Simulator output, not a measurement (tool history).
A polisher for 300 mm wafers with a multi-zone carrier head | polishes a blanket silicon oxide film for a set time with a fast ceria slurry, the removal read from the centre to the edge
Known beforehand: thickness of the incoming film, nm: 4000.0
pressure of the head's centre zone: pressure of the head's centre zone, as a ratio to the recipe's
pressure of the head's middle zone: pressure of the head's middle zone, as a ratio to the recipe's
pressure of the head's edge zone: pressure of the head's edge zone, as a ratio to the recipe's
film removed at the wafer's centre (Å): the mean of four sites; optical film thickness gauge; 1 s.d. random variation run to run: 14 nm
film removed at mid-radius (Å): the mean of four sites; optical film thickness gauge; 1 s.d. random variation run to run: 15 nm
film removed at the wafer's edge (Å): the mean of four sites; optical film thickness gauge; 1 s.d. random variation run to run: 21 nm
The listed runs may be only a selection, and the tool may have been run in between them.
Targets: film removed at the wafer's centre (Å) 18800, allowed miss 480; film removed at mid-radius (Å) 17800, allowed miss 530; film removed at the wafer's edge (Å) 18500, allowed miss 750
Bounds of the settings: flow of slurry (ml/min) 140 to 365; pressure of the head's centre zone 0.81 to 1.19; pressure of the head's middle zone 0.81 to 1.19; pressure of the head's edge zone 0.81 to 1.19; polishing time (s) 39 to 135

run	day	flow of slurry (ml/min)	pressure of the head's centre zone	pressure of the head's middle zone	pressure of the head's edge zone	polishing time (s)	film removed at the wafer's centre (Å)	film removed at mid-radius (Å)	film removed at the wafer's edge (Å)
1	0.000	235	1.00	1.00	1.00	87	13489	13495	12926
2	0.362	235	1.01	1.00	1.02	90	14022	13886	13444
3	0.538	235	1.01	1.06	1.02	90	13946	14417	13504
4	0.596	235	1.01	1.06	0.97	90	14227	14525	13410
5	0.858	235	1.02	1.05	1.00	93	14647	14956	14005
6	1.217	235	1.02	1.05	0.96	93	14592	15120	13649
7	1.279	240	1.03	1.05	0.99	95	14841	15175	13884
8	1.429	235	1.03	1.03	1.01	99	15667	15818	14581
9	1.654	235	1.03	1.01	1.04	102	16352	15884	15282
10	1.846	275	1.03	1.03	1.14	113	18165	18023	17874
11	1.975	275	1.03	1.03	1.15	113	18196	17801	17739

Of the 4 settings listed for the next run, only one would bring every result within its allowed miss of target. Which one?
A	2.104	335	1.08	0.96	1.16	115	?	?	?
B	2.104	335	1.00	0.94	1.09	118	?	?	?
C	2.104	220	0.98	0.98	1.18	118	?	?	?
D	2.104	280	1.17	1.00	1.13	104	?	?	?

move	film removed at the wafer's centre (Å)	film removed at mid-radius (Å)	film removed at the wafer's edge (Å)
A	19463	17416	18370
B	18724	17566	18491
C	17638	17497	18399
D	18525	16048	16277
A: takes the result that was furthest off past its target
B: meets every target
C: further off than the last run
D: the worst result of the last run now meets its target, but another is out of spec
B meets every target.
